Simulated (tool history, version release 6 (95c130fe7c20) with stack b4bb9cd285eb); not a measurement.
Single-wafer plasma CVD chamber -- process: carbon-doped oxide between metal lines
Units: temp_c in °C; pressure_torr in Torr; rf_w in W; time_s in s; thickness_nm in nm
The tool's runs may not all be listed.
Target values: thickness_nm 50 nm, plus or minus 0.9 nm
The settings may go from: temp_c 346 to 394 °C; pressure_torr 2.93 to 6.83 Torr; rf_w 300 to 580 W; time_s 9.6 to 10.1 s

run,day,temp_c,pressure_torr,rf_w,time_s,thickness_nm
1,0,370,4.88,440,10.1,45.93
2,0.054,370,4.88,415,10.1,44.654
3,0.308,370,4.88,435,10.1,45.797
4,0.342,370,4.13,435,10.1,44.293
5,0.679,381,4.13,435,10.1,42.864
6,0.983,381,4.13,435,9.6,41.233
7,1.117,377,4.62,445,9.6,42.475
8,1.296,373,4.95,455,9.6,43.847
9,1.429,370,5.22,465,9.6,45.354
10,1.488,367,5.42,470,9.6,45.718
11,1.804,367,5.5,535,9.7,48.613
12,2.05,366,5.57,535,9.7,48.606

Which one of the following 4 next-run settings gets every result inside its allowed miss? There is exactly one.
A,2.296,369,4.97,535,10.1,?
B,2.296,365,5.45,500,9.6,?
C,2.296,367,5.64,535,9.6,?
D,2.296,361,5.12,505,9.6,?

move,thickness_nm
A,50.008
B,47.379
C,48.632
D,47.698
A: all results in spec
B: misses by more than the last run did
C: roughly where the last run was
D: misses by more than the last run did
Go with A: it meets all targets.
